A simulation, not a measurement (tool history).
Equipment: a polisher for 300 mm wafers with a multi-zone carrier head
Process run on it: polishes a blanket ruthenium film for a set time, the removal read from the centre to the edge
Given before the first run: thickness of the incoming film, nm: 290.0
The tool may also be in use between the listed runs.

run	day	flow of slurry (ml/min)	pressure of the head's centre zone	pressure of the head's middle zone	pressure of the head's edge zone	polishing time (s)	film removed at the wafer's centre (nm)	film removed at mid-radius (nm)	film removed at the wafer's edge (nm)
1	0.000	215	1.00	1.00	1.00	48	55.696	61.497	61.966
2	0.158	215	1.00	1.00	0.97	48	54.548	59.700	61.528
3	0.400	220	1.02	1.02	0.99	49	58.001	62.809	64.479
4	0.554	225	1.04	1.04	0.96	50	60.300	64.111	65.664
5	0.783	205	1.04	1.04	0.96	50	59.663	63.927	63.728
6	0.892	240	1.04	1.04	0.96	50	61.967	66.319	65.261
7	1.229	250	1.05	1.06	0.97	50	62.940	68.660	66.645
8	1.592	255	1.07	1.07	0.98	50	64.335	67.605	66.179
# day 1.933: centre zone pressure recalibrated
9	1.933	260	1.08	1.09	0.98	51	73.240	68.078	67.884

Estimate the outcome of run 10 from the log above:
10	2.012	265	1.07	1.10	0.97	52	?	?	?

{"run 10": {"film removed at the wafer's centre (nm)": 73.887, "film removed at mid-radius (nm)": 73.092, "film removed at the wafer's edge (nm)": 69.781}}
